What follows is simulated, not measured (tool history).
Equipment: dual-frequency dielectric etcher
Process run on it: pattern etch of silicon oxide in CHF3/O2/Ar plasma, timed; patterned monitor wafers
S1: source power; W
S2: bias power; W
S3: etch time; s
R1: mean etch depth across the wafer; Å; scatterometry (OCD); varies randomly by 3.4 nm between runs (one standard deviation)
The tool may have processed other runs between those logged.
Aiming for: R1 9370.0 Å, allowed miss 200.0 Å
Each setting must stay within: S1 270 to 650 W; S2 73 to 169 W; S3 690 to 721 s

run	hour	S1	S2	S3	R1
1	0.0	460	121	690	10827.0
2	0.7	440	120	690	10620.0
3	3.8	420	119	690	10416.0
4	8.0	410	118	690	10324.0
5	9.2	400	117	690	10213.0
6	16.3	400	107	690	9964.8
7	22.1	390	106	690	9874.5
8	25.7	380	106	690	9828.3
9	34.5	370	105	690	9642.8

4 candidate next runs follow, results not yet known. Just one meets every target within its allowed miss. Identify it.
A	43.3	380	112	690	?
B	43.3	310	109	712	?
C	43.3	400	93	694	?
D	43.3	390	98	704	?

move	R1
A	9940.6
B	9466.4
C	9810.5
D	9960.9
A: its largest miss is bigger than the last run's
B: every result within its allowed miss
C: its largest miss is bigger than the last run's
D: its largest miss is bigger than the last run's
Go with B: it meets all targets.

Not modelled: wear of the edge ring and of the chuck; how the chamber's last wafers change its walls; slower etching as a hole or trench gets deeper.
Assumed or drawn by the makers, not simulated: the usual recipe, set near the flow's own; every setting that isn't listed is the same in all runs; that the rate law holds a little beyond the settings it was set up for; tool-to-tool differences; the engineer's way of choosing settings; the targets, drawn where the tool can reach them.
